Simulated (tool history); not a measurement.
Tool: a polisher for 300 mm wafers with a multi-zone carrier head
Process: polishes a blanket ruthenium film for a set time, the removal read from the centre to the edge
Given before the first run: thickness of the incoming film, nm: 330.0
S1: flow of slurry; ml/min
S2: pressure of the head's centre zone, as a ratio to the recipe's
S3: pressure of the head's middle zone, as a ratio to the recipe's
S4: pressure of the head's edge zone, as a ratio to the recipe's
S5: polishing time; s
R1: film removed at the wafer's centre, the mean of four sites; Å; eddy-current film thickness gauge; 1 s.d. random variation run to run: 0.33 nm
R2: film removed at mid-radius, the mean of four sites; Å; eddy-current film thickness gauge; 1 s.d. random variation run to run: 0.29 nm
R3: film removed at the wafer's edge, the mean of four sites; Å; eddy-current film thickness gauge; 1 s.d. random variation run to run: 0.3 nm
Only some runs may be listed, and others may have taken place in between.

run  hour   S1    S2    S3    S4  S5      R1      R2      R3
  1   0.0  140  1.00  1.00  1.00  62  476.35  471.91  463.20
  2   8.9  125  1.01  0.94  0.95  61  455.90  422.65  430.23
  3  10.2  125  1.01  0.94  0.95  67  501.17  473.46  467.38
  4  15.2  125  1.01  0.94  1.02  67  496.58  468.22  496.56
  5  18.2  125  1.01  0.94  1.02  59  444.46  412.94  429.43
  6  25.5  115  1.03  0.92  1.00  59  435.62  400.18  417.55
  7  29.9  110  1.05  0.89  0.99  59  446.69  386.38  415.80

Run 8 comes next. What will it give?
  8  31.6  105  1.06  0.88  0.97  59   ?   ?   ?

{"run 8": {"R1": 442.74, "R2": 377.64, "R3": 407.97}}
